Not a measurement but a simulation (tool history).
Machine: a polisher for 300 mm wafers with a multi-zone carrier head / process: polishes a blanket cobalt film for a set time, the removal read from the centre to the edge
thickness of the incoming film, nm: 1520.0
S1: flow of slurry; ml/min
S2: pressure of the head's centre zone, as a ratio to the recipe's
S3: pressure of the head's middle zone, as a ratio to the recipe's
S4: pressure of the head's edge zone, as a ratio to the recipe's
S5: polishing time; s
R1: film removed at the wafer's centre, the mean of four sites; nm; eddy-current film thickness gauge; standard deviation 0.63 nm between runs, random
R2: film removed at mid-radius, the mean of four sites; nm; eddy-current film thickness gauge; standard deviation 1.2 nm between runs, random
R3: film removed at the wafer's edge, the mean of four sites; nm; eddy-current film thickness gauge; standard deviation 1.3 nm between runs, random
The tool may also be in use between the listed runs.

| run | hour | S1 | S2 | S3 | S4 | S5 | R1 | R2 | R3 |
|---|---|---|---|---|---|---|---|---|---|
| 1 | 0.0 | 295 | 1.00 | 1.00 | 1.00 | 30 | 109.00 | 109.640 | 105.57 |
| 2 | 2.4 | 290 | 0.99 | 0.98 | 1.02 | 30 | 107.16 | 105.430 | 108.41 |
| 3 | 9.8 | 290 | 0.99 | 0.98 | 0.96 | 30 | 108.30 | 103.320 | 105.15 |
| 4 | 11.6 | 290 | 0.99 | 0.98 | 0.88 | 30 | 109.29 | 106.140 | 102.21 |
| 5 | 17.2 | 290 | 0.99 | 0.92 | 0.88 | 30 | 108.55 | 98.184 | 101.16 |
| 6 | 25.1 | 290 | 0.99 | 0.89 | 0.88 | 30 | 108.26 | 98.521 | 103.88 |
| 7 | 27.8 | 285 | 0.98 | 0.88 | 0.89 | 30 | 107.00 | 96.824 | 103.42 |

For run 8, what comes out?
| 8 | 34.8 | 280 | 0.97 | 0.87 | 0.91 | 30 | ? | ? | ? |

R1: 105.42 nm
R2: 96.725 nm
R3: 103.91 nm
